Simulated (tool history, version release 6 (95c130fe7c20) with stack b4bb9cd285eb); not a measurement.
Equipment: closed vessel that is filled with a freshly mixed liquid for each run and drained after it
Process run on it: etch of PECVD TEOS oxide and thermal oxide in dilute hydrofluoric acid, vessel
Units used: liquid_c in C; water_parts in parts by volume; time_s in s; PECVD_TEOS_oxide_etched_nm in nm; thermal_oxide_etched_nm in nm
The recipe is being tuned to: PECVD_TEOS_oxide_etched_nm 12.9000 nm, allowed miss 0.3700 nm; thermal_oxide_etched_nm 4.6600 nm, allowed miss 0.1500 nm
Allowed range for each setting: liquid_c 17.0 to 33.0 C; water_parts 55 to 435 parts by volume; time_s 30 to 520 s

run  hour  liquid_c  water_parts  time_s  PECVD_TEOS_oxide_etched_nm  thermal_oxide_etched_nm
  1   0.0      25.0          245     265                     10.5930                   3.8415
  2   3.7      26.0          245     265                     11.0580                   3.9513
  3   6.5      26.0          245     190                      7.9329                   2.8423
  4  10.5      26.0          215     190                      9.2640                   3.2751
  5  12.0      26.0          185     190                     11.1670                   4.0576
  6  18.6      26.5          185     190                     11.2610                   4.1242
  7  21.3      27.0          185     190                     11.5960                   4.1694
  8  24.9      29.5          175     190                     13.5040                   4.8767
  9  33.7      29.0          175     190                     13.2080                   4.8365

Consider the 4 candidate settings below. Which is the only one whose results all fall within their allowed miss of target?
  A  42.5      25.5          195     240                           ?                        ?
  B  42.5      27.0          240     305                           ?                        ?
  C  42.5      27.0          305     420                           ?                        ?
  D  42.5      28.5          150     170                           ?                        ?

move  PECVD_TEOS_oxide_etched_nm  thermal_oxide_etched_nm
   A                     13.0300                   4.5834
   B                     13.5020                   4.7494
   C                     13.6530                   4.8025
   D                     14.1230                   4.9677
A: all results in spec
B: gets the furthest-off result to its target, but another result is out of tolerance
C: gets the furthest-off result to its target, but another result is out of tolerance
D: lands further from the targets than the last run did
Correct choice: A, which meets every target

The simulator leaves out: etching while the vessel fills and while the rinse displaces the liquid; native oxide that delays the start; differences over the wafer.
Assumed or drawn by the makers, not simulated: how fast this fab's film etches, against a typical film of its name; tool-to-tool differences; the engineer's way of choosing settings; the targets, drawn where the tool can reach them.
